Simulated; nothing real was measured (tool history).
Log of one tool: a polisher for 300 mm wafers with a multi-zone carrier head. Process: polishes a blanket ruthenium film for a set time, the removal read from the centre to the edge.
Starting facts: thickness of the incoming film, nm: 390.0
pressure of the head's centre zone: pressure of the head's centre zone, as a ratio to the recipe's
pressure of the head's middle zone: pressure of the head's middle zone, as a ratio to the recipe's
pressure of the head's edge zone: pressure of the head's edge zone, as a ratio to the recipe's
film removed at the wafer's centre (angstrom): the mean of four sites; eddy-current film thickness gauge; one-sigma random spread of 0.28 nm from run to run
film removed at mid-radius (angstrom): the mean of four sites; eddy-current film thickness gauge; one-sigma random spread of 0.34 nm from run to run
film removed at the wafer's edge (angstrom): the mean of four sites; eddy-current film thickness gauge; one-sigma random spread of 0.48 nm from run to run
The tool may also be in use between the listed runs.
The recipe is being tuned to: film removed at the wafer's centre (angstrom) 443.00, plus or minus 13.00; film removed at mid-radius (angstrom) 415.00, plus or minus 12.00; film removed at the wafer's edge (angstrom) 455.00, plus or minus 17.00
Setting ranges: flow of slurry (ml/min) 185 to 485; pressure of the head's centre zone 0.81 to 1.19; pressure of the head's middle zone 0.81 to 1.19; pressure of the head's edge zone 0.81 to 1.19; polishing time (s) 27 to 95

run	hour	flow of slurry (ml/min)	pressure of the head's centre zone	pressure of the head's middle zone	pressure of the head's edge zone	polishing time (s)	film removed at the wafer's centre (angstrom)	film removed at mid-radius (angstrom)	film removed at the wafer's edge (angstrom)
1	0.0	310	1.00	1.00	1.00	61	777.71	804.95	766.88
2	4.4	305	0.99	0.97	0.99	57	714.81	730.56	726.05
3	6.3	305	1.08	0.97	0.99	57	779.58	732.05	722.60
4	7.3	305	1.08	1.04	0.99	57	779.47	771.50	733.13
5	14.2	300	1.07	1.01	0.99	53	717.26	705.97	664.14
6	22.3	300	1.07	1.01	0.99	68	914.73	891.56	868.96
7	30.0	240	0.97	0.91	1.00	51	612.73	604.33	638.27
8	34.4	235	0.97	0.90	0.99	49	583.86	580.26	617.69
9	39.1	235	0.97	0.89	0.98	47	563.07	541.79	581.74
10	45.9	220	0.87	0.81	0.88	37	392.28	396.27	421.19
11	46.7	310	0.97	0.84	0.97	34	421.26	386.69	424.92
12	48.3	305	0.97	0.85	0.98	34	416.52	382.37	434.62
13	55.9	300	0.98	0.86	0.98	34	425.10	387.57	435.00
14	59.9	335	1.00	0.92	1.04	35	450.20	427.67	457.19
15	66.8	335	1.00	0.92	1.04	35	447.01	431.35	456.35

Which one of the following 5 next-run settings gets every result inside its allowed miss? There is exactly one.
A	73.7	230	1.06	0.89	1.03	36	?	?	?
B	73.7	365	0.97	1.03	1.04	35	?	?	?
C	73.7	290	1.08	0.90	1.05	35	?	?	?
D	73.7	320	1.02	0.99	1.06	35	?	?	?
E	73.7	210	0.94	0.82	0.90	39	?	?	?

move	film removed at the wafer's centre (angstrom)	film removed at mid-radius (angstrom)	film removed at the wafer's edge (angstrom)
A	467.64	409.26	467.08
B	439.80	472.85	472.88
C	478.04	412.97	468.14
D	456.57	451.83	473.34
E	442.06	409.40	470.47
A: the worst result of the last run now meets its target, but another is out of spec
B: misses by more than the last run did
C: the worst result of the last run now meets its target, but another is out of spec
D: misses by more than the last run did
E: every result lands within tolerance
Move E is the one to make.
